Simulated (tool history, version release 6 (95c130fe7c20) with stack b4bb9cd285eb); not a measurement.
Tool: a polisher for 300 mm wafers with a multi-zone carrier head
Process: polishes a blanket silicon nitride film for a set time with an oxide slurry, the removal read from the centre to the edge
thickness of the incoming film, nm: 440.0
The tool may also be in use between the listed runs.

run  hour  flow of slurry (ml/min)  pressure of the head's centre zone  pressure of the head's middle zone  pressure of the head's edge zone  abrasive content of the slurry  polishing time (s)  film removed at the wafer's centre (nm)  film removed at mid-radius (nm)  film removed at the wafer's edge (nm)
  1   0.0                      120                                1.00                                1.00                              1.00                            1.00                  65                                   52.263                           51.251                                 51.595
  2   5.8                      130                                1.02                                1.01                              1.01                            1.00                  65                                   54.423                           53.288                                 51.880
  3  12.6                      130                                1.02                                1.01                              1.01                            1.15                  65                                   59.453                           57.404                                 57.270
  4  15.4                      130                                1.02                                1.01                              1.01                            1.30                  65                                   62.750                           60.547                                 62.192
  5  20.5                      130                                1.02                                0.95                              1.01                            1.30                  65                                   62.528                           58.409                                 62.350
  6  24.0                      130                                1.02                                0.95                              1.01                            1.50                  65                                   67.013                           63.051                                 65.992
  7  26.1                      130                                1.03                                0.96                              0.98                            1.50                  65                                   68.598                           65.140                                 64.992
  8  33.6                      130                                1.04                                0.95                              0.97                            1.50                  65                                   68.850                           64.114                                 64.963
  9  40.6                      130                                1.04                                0.95                              0.97                            1.50                  65                                   68.965                           63.726                                 64.248
 10  45.4                      130                                1.04                                0.95                              0.96                            1.50                  65                                   68.990                           64.577                                 64.997
 11  51.9                      130                                1.05                                0.95                              0.94                            1.50                  65                                   69.305                           62.910                                 63.106

What will run 12 give?
 12  55.8                      130                                1.05                                0.96                              0.93                            1.50                  65                                        ?                                ?                                      ?

{"run 12": {"film removed at the wafer's centre (nm)": 70.165, "film removed at mid-radius (nm)": 63.007, "film removed at the wafer's edge (nm)": 63.642}}

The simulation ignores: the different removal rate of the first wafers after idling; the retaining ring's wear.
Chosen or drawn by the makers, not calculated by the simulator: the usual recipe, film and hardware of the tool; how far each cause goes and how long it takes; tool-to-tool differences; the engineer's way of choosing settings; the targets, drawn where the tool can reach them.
